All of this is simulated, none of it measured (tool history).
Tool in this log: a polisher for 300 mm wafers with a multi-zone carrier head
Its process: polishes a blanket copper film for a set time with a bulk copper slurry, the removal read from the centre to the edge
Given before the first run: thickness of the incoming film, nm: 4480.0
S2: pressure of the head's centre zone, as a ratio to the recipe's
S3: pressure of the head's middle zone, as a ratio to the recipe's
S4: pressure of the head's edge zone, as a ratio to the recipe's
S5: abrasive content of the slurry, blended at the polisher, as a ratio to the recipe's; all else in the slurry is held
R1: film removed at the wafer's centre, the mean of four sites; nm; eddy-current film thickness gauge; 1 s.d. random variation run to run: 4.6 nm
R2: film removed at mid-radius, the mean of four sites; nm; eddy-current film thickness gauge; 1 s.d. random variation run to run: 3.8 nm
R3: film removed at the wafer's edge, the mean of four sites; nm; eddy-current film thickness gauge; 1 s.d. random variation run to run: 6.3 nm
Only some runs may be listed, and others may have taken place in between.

{"run": 1, "hour": 0.0, "flow of slurry (ml/min)": 200, "S2": 1, "S3": 1, "S4": 1, "S5": 1, "polishing time (s)": 80, "R1": 843.29, "R2": 819.42, "R3": 830.35}
{"run": 2, "hour": 6.7, "flow of slurry (ml/min)": 200, "S2": 1, "S3": 1, "S4": 1, "S5": 1.15, "polishing time (s)": 80, "R1": 862.28, "R2": 841.1, "R3": 857.74}
{"run": 3, "hour": 7.4, "flow of slurry (ml/min)": 200, "S2": 1, "S3": 1, "S4": 1, "S5": 1.15, "polishing time (s)": 95, "R1": 1029.4, "R2": 999.67, "R3": 1022.9}
{"run": 4, "hour": 8.7, "flow of slurry (ml/min)": 200, "S2": 1, "S3": 1, "S4": 1, "S5": 1.3, "polishing time (s)": 95, "R1": 1058.5, "R2": 1045, "R3": 1056.8}
{"run": 5, "hour": 13.1, "flow of slurry (ml/min)": 165, "S2": 1, "S3": 1, "S4": 1, "S5": 1.3, "polishing time (s)": 95, "R1": 1024, "R2": 1002.2, "R3": 1032.5}
{"run": 6, "hour": 18.2, "flow of slurry (ml/min)": 160, "S2": 0.97, "S3": 1.01, "S4": 0.99, "S5": 1.2, "polishing time (s)": 91, "R1": 922.15, "R2": 945.14, "R3": 968.42}
{"hour": 20.3, "done": "worn pad replaced by a new one"}
{"run": 7, "hour": 20.3, "flow of slurry (ml/min)": 160, "S2": 0.95, "S3": 1.01, "S4": 0.97, "S5": 1.1, "polishing time (s)": 88, "R1": 952.88, "R2": 999.82, "R3": 983.85}
{"run": 8, "hour": 27.1, "flow of slurry (ml/min)": 165, "S2": 0.95, "S3": 1.03, "S4": 1, "S5": 1.1, "polishing time (s)": 83, "R1": 903.91, "R2": 952.72, "R3": 972.06}

Run 9 is up next; what results do you expect?
{"run": 9, "hour": 29.9, "flow of slurry (ml/min)": 165, "S2": 0.95, "S3": 1.03, "S4": 1, "S5": 1.1, "polishing time (s)": 83, "R1": "?", "R2": "?", "R3": "?"}

{"run 9": {"R1": 908.45, "R2": 947.03, "R3": 942.34}}
